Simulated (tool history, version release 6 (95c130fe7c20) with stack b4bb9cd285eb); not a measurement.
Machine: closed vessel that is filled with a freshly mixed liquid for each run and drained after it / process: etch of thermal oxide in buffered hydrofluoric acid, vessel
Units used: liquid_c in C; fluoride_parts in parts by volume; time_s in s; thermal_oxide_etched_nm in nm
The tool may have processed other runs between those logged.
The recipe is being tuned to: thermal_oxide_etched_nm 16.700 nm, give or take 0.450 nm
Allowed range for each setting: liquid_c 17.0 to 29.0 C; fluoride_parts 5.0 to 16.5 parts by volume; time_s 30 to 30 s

run,day,liquid_c,fluoride_parts,time_s,thermal_oxide_etched_nm
1,0.000,21.0,10.0,30,32.846
2,0.371,23.0,10.0,30,36.614
3,0.446,22.0,10.5,30,34.009
4,0.554,21.5,11.5,30,30.337
5,0.683,21.0,12.0,30,28.338
6,0.854,21.0,11.0,30,31.233
7,1.033,17.0,14.0,30,19.213
8,1.129,17.0,15.0,30,18.132
9,1.288,17.0,15.5,30,17.605

Of the 4 settings listed for the next run, only one would bring every result within its allowed miss of target. Which one?
A,1.446,17.0,14.0,30,?
B,1.446,17.0,16.5,30,?
C,1.446,18.5,16.5,30,?
D,1.446,17.5,15.0,30,?

move,thermal_oxide_etched_nm
A,19.208
B,16.344
C,17.800
D,18.469
A: its largest miss is bigger than the last run's
B: every result within its allowed miss
C: its largest miss is bigger than the last run's
D: its largest miss is bigger than the last run's
Answer: B
